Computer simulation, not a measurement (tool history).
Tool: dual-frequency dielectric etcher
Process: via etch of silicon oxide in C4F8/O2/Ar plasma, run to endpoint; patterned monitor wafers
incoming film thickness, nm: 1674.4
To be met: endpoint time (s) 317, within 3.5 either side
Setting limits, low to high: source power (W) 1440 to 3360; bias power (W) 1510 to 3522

{"run": 1, "hour": 0.0, "source power (W)": 2400, "bias power (W)": 2516, "endpoint time (s)": 277.22}
{"run": 2, "hour": 3.6, "source power (W)": 2700, "bias power (W)": 2516, "endpoint time (s)": 259.88}
{"run": 3, "hour": 5.8, "source power (W)": 2340, "bias power (W)": 2516, "endpoint time (s)": 281.38}
{"run": 4, "hour": 14.5, "source power (W)": 2170, "bias power (W)": 2506, "endpoint time (s)": 294.73}
{"run": 5, "hour": 17.9, "source power (W)": 2570, "bias power (W)": 2506, "endpoint time (s)": 268.16}
{"run": 6, "hour": 22.6, "source power (W)": 2720, "bias power (W)": 2506, "endpoint time (s)": 260.01}
{"run": 7, "hour": 28.4, "source power (W)": 2440, "bias power (W)": 2490, "endpoint time (s)": 276.74}
{"run": 8, "hour": 34.6, "source power (W)": 2260, "bias power (W)": 2480, "endpoint time (s)": 288.29}
{"run": 9, "hour": 35.3, "source power (W)": 1780, "bias power (W)": 2445, "endpoint time (s)": 333.17}
{"run": 10, "hour": 41.5, "source power (W)": 1840, "bias power (W)": 2447, "endpoint time (s)": 326.9}

Which single option among these 5 for the next run brings every result within its allowed miss of target? Just one does.
{"run": "A", "hour": 47.7, "source power (W)": 1950, "bias power (W)": 2632, "endpoint time (s)": "?"}
{"run": "B", "hour": 47.7, "source power (W)": 1840, "bias power (W)": 2679, "endpoint time (s)": "?"}
{"run": "C", "hour": 47.7, "source power (W)": 1930, "bias power (W)": 2639, "endpoint time (s)": "?"}
{"run": "D", "hour": 47.7, "source power (W)": 1870, "bias power (W)": 2893, "endpoint time (s)": "?"}
{"run": "E", "hour": 47.7, "source power (W)": 2170, "bias power (W)": 2136, "endpoint time (s)": "?"}

move=A endpoint_time_(s)=309.47
move=B endpoint_time_(s)=318.76
move=C endpoint_time_(s)=311.12
move=D endpoint_time_(s)=308.41
move=E endpoint_time_(s)=308.86
A: takes the result that was furthest off past its target
B: each result inside its tolerance
C: takes the result that was furthest off past its target
D: takes the result that was furthest off past its target
E: takes the result that was furthest off past its target
The move that meets every target is B.

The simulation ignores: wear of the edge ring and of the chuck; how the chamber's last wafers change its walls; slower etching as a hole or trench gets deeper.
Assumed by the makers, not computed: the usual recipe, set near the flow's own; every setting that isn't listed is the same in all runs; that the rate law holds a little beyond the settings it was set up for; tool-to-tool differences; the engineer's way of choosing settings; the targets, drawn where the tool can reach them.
